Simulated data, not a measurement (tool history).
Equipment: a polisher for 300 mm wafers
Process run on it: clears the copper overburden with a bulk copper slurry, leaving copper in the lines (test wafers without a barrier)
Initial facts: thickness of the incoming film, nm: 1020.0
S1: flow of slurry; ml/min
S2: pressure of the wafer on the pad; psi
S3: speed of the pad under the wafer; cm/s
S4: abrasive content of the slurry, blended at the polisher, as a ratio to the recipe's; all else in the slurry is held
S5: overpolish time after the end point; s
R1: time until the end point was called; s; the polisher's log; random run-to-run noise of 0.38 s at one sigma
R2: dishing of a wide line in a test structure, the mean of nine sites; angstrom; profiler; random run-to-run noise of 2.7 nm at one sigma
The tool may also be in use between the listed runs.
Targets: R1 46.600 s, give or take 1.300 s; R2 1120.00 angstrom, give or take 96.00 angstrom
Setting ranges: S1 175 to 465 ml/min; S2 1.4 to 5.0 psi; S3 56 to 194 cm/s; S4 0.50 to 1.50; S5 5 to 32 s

run,hour,S1,S2,S3,S4,S5,R1,R2
1,0.0,295,3.2,124,1.00,16,72.346,899.05
2,1.7,295,3.2,124,0.80,16,73.410,863.59
3,8.7,295,3.2,134,0.80,16,70.269,911.64
4,14.9,295,3.2,134,0.65,16,73.059,907.34
5,17.8,295,3.2,134,0.50,16,74.986,870.34
6,21.7,295,2.6,134,0.50,16,85.064,817.63
7,22.8,295,3.1,136,0.50,16,74.936,871.13
8,28.6,295,3.5,136,0.50,16,69.872,909.44
9,31.8,295,3.8,138,0.50,16,64.988,970.90
10,36.4,295,4.1,140,0.50,15,61.972,977.66
11,37.0,295,4.1,140,0.50,15,61.826,964.03
12,38.8,295,4.3,144,0.50,15,58.367,945.29
13,47.0,295,4.3,144,0.50,15,58.196,978.14
14,50.9,295,4.5,148,0.50,15,54.773,992.16
# hour 58.0: worn pad replaced by a new one
15,58.0,295,4.6,150,0.50,15,49.166,1098.70
16,61.4,295,4.7,150,0.50,15,49.029,1106.70

Which one of the following 4 next-run settings gets every result inside its allowed miss? There is exactly one.
A,64.8,250,4.6,164,0.55,16,?,?
B,64.8,330,5.0,124,0.50,16,?,?
C,64.8,285,4.7,140,0.55,20,?,?
D,64.8,405,3.8,162,0.50,13,?,?

move,R1,R2
A,46.433,1181.00
B,52.329,1148.90
C,50.491,1233.00
D,51.941,1020.40
A: meets every target
B: lands further from the targets than the last run did
C: lands further from the targets than the last run did
D: lands further from the targets than the last run did
Answer: A
